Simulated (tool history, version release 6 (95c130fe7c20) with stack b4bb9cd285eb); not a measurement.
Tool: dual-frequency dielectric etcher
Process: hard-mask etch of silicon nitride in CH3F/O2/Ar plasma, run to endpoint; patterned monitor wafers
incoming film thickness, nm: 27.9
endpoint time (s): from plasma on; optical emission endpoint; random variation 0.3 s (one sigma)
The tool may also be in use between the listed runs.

run 1 hour=0 | source_power_(W)=420 bias_power_(W)=51 | endpoint_time_(s)=44.98
run 2 hour=2.6 | source_power_(W)=450 bias_power_(W)=53 | endpoint_time_(s)=43.888
run 3 hour=5.2 | source_power_(W)=400 bias_power_(W)=53 | endpoint_time_(s)=44.521
run 4 hour=6 | source_power_(W)=340 bias_power_(W)=53 | endpoint_time_(s)=45.609
run 5 hour=13.6 | source_power_(W)=360 bias_power_(W)=58 | endpoint_time_(s)=43.922
run 6 hour=21 | source_power_(W)=360 bias_power_(W)=52 | endpoint_time_(s)=45.829

The next listed run, before its measurement:
run 7 hour=27 | source_power_(W)=380 bias_power_(W)=56 | endpoint_time_(s)=?

Run 7 gave endpoint time (s) 44.648.
